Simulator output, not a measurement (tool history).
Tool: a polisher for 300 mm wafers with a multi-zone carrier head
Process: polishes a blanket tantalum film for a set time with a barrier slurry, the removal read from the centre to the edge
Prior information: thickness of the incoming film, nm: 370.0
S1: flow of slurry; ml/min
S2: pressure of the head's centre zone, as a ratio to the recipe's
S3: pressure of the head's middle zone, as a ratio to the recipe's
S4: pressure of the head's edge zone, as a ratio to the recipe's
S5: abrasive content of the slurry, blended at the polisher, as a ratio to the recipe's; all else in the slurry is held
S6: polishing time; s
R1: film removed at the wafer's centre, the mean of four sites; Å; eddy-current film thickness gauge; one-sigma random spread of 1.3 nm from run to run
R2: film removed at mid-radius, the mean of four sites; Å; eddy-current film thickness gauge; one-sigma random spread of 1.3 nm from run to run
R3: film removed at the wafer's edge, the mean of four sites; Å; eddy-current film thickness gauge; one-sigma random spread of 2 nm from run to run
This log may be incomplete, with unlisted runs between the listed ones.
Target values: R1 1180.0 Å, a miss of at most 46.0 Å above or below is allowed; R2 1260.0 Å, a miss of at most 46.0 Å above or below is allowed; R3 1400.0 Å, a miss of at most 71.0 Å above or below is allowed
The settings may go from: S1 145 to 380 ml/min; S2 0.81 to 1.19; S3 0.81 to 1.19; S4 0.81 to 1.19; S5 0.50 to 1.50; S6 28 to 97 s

run  hour   S1    S2    S3    S4    S5  S6      R1      R2      R3
  1   0.0  245  1.00  1.00  1.00  1.00  62  1568.4  1587.8  1527.4
  2   4.6  245  1.00  1.00  0.94  1.00  62  1553.3  1584.7  1500.5
  3   6.8  240  0.97  0.97  0.94  0.95  62  1489.3  1518.3  1464.0
  4  10.0  240  0.97  1.04  0.94  0.95  62  1480.6  1633.2  1502.2
  5  14.6  230  0.94  1.00  0.96  0.90  62  1420.6  1536.3  1432.7
  6  21.5  240  0.91  0.98  1.01  0.90  60  1321.1  1457.7  1454.9
  7  22.5  235  0.90  0.96  1.01  0.90  60  1325.3  1437.0  1414.4
  8  27.7  240  0.88  0.94  1.03  0.90  60  1288.4  1399.8  1447.4

Of the 4 settings listed for the next run, only one would bring every result within its allowed miss of target. Which one?
  A  32.9  155  0.82  1.10  1.08  0.95  64   ?   ?   ?
  B  32.9  245  0.84  0.86  1.06  0.85  59   ?   ?   ?
  C  32.9  230  1.11  0.86  0.94  0.75  59   ?   ?   ?
  D  32.9  245  0.95  0.81  1.07  1.00  56   ?   ?   ?

move      R1      R2      R3
   A  1204.9  1634.4  1506.7
   B  1169.4  1251.6  1389.6
   C  1463.7  1182.4  1250.7
   D  1327.8  1194.9  1400.9
A: further off than the last run
B: meets every target
C: takes the result that was furthest off past its target
D: takes the result that was furthest off past its target
Go with B: it meets all targets.

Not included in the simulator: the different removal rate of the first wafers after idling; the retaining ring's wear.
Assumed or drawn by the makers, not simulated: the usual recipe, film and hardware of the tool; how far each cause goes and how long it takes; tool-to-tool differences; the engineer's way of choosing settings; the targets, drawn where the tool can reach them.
